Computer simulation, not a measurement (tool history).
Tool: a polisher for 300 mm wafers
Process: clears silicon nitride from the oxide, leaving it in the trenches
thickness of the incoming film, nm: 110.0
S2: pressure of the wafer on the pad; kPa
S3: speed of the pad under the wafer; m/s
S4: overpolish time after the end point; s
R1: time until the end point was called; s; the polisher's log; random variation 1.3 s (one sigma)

Run 1, hour 0: flow of slurry (ml/min) 275, S2 12.4 kPa, S3 1.18 m/s, S4 23 s. Result: R1 189.83 s.
Run 2, hour 6.1: flow of slurry (ml/min) 275, S2 13.8 kPa, S3 1.18 m/s, S4 23 s. Result: R1 167.68 s.
Run 3, hour 11.9: flow of slurry (ml/min) 275, S2 15.2 kPa, S3 1.18 m/s, S4 23 s. Result: R1 150.4 s.
Run 4, hour 20: flow of slurry (ml/min) 215, S2 15.2 kPa, S3 1.18 m/s, S4 23 s. Result: R1 159.14 s.
Run 5, hour 27.6: flow of slurry (ml/min) 215, S2 15.2 kPa, S3 1.44 m/s, S4 23 s. Result: R1 131.6 s.
Run 6, hour 35.2: flow of slurry (ml/min) 215, S2 15.2 kPa, S3 1.18 m/s, S4 23 s. Result: R1 156.5 s.
Run 7, hour 39.6: flow of slurry (ml/min) 225, S2 15.9 kPa, S3 1.18 m/s, S4 23 s. Result: R1 148.66 s.

The next listed run, before its measurement:
Run 8, hour 40.3: flow of slurry (ml/min) 245, S2 16.5 kPa, S3 1.18 m/s, S4 23 s. Result: R1 ?.

R1: 142.61 s
